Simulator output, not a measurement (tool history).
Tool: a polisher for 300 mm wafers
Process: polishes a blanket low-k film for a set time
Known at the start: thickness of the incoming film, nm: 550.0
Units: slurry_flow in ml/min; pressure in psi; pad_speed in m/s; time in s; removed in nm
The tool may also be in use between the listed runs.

run	hour	slurry_flow	pressure	pad_speed	slurry_solids	time	removed
1	0	190	1.5	0.96	1	52	15.494
2	0.8	190	1.2	0.96	1	52	12.417
3	2.4	190	1	0.96	1	52	10.562
4	10.2	190	1.3	0.96	1	52	13.286
5	13.1	190	1.5	0.96	1	52	15.472
6	20.7	190	1.5	0.72	1	52	12.366

Forecast run 7:
7	22.6	190	1.7	0.72	1	52	?

{"run 7": {"removed": 13.647}}
